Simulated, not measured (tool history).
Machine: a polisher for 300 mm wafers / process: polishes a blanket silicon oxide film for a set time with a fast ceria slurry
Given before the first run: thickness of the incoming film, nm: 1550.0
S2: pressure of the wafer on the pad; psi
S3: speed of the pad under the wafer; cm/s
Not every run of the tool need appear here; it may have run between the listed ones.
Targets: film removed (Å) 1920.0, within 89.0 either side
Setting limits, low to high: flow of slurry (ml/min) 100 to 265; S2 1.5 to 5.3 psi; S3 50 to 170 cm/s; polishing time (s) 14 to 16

run 1 hour=0.0 | flow_of_slurry_(ml/min)=170 S2=3.4 S3=110 polishing_time_(s)=16 | film_removed_(Å)=3443.3
run 2 hour=4.4 | flow_of_slurry_(ml/min)=140 S2=3.4 S3=110 polishing_time_(s)=16 | film_removed_(Å)=3416.6
run 3 hour=12.0 | flow_of_slurry_(ml/min)=140 S2=3.4 S3=84 polishing_time_(s)=16 | film_removed_(Å)=2558.4
run 4 hour=20.9 | flow_of_slurry_(ml/min)=140 S2=3.2 S3=84 polishing_time_(s)=16 | film_removed_(Å)=2480.3
run 5 hour=24.0 | flow_of_slurry_(ml/min)=125 S2=3.2 S3=84 polishing_time_(s)=16 | film_removed_(Å)=2444.1
run 6 hour=32.1 | flow_of_slurry_(ml/min)=125 S2=3.0 S3=84 polishing_time_(s)=16 | film_removed_(Å)=2352.5
run 7 hour=36.8 | flow_of_slurry_(ml/min)=125 S2=2.9 S3=84 polishing_time_(s)=16 | film_removed_(Å)=2196.7
run 8 hour=45.5 | flow_of_slurry_(ml/min)=125 S2=2.8 S3=84 polishing_time_(s)=16 | film_removed_(Å)=2138.9
run 9 hour=49.1 | flow_of_slurry_(ml/min)=125 S2=2.7 S3=84 polishing_time_(s)=16 | film_removed_(Å)=2072.6

Next run, 4 choices. One meets every target within its allowed miss, the rest don't. Which?
run A hour=52.7 | flow_of_slurry_(ml/min)=150 S2=4.4 S3=52 polishing_time_(s)=14 | film_removed_(Å)=?
run B hour=52.7 | flow_of_slurry_(ml/min)=145 S2=2.7 S3=84 polishing_time_(s)=16 | film_removed_(Å)=?
run C hour=52.7 | flow_of_slurry_(ml/min)=115 S2=2.6 S3=84 polishing_time_(s)=14 | film_removed_(Å)=?
run D hour=52.7 | flow_of_slurry_(ml/min)=105 S2=2.2 S3=88 polishing_time_(s)=16 | film_removed_(Å)=?

move=A film_removed_(Å)=1937.4
move=B film_removed_(Å)=2163.4
move=C film_removed_(Å)=1753.4
move=D film_removed_(Å)=1754.5
A: all results in spec
B: its largest miss is bigger than the last run's
C: takes the biggest miss from the last run beyond its target
D: takes the biggest miss from the last run beyond its target
The right move is A.
